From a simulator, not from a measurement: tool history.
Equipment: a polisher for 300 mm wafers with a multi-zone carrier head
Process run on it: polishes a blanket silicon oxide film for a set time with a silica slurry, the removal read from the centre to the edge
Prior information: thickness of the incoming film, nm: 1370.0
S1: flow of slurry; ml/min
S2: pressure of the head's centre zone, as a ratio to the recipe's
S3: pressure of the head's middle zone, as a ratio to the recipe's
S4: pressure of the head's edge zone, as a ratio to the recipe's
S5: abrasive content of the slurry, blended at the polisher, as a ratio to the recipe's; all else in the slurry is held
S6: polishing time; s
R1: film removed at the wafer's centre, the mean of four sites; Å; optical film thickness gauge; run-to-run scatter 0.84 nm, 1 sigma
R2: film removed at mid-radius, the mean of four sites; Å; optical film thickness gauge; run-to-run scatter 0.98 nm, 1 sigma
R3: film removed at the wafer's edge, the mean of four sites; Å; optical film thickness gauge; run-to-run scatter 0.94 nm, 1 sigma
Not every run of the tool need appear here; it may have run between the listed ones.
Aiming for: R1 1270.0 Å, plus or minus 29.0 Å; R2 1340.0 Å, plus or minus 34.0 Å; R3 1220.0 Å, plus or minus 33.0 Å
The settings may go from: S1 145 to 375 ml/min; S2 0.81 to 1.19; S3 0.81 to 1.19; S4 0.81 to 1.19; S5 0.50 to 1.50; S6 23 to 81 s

run,hour,S1,S2,S3,S4,S5,S6,R1,R2,R3
1,0.0,240,1.00,1.00,1.00,1.00,52,1148.7,1157.6,1140.3
2,6.3,185,1.00,1.00,1.00,1.00,52,1116.7,1106.0,1101.6
3,10.0,200,1.00,1.01,1.00,1.00,52,1111.3,1143.1,1119.2
4,17.7,200,1.00,1.06,1.00,1.00,52,1122.1,1202.8,1113.7
5,20.5,215,1.01,1.06,1.00,1.00,52,1129.4,1214.8,1132.4
6,27.7,225,1.02,1.06,1.00,1.00,52,1172.4,1197.1,1135.9
7,32.1,235,1.02,1.07,1.00,1.00,52,1153.3,1218.6,1145.8
8,37.8,245,1.03,1.08,1.00,1.00,52,1195.3,1232.3,1148.9
9,39.0,255,1.03,1.09,1.00,1.00,52,1169.6,1267.8,1143.9
10,47.9,255,1.03,1.09,1.00,1.00,52,1183.4,1264.2,1150.9
11,53.2,265,1.03,1.09,1.00,1.00,52,1214.6,1269.8,1153.1
12,55.2,270,1.03,1.09,1.01,1.00,52,1190.3,1252.0,1133.9
13,62.2,265,1.03,1.09,1.00,1.00,52,1183.3,1257.8,1163.6
14,69.6,270,1.03,1.09,1.00,1.00,52,1198.2,1274.3,1148.6
15,76.2,275,1.03,1.09,1.01,1.00,52,1194.1,1245.3,1158.8
16,84.5,275,1.03,1.09,1.01,1.00,52,1191.5,1262.7,1172.4

Exercise: of the 4 proposed moves below, exactly one satisfies all targets within the stated allowed misses. Which move is it?
A,92.8,250,1.07,0.94,1.07,1.15,52,?,?,?
B,92.8,270,1.08,1.15,1.10,1.00,53,?,?,?
C,92.8,285,1.07,1.00,1.19,0.95,52,?,?,?
D,92.8,275,0.97,1.19,1.00,1.15,49,?,?,?

move,R1,R2,R3
A,1271.8,1150.6,1226.6
B,1268.9,1346.3,1218.7
C,1221.0,1161.1,1228.9
D,1100.5,1340.3,1127.4
A: brings the last run's worst result on target, with another outside its allowed miss
B: meets every target
C: its largest miss is bigger than the last run's
D: its largest miss is bigger than the last run's
The right move is B.

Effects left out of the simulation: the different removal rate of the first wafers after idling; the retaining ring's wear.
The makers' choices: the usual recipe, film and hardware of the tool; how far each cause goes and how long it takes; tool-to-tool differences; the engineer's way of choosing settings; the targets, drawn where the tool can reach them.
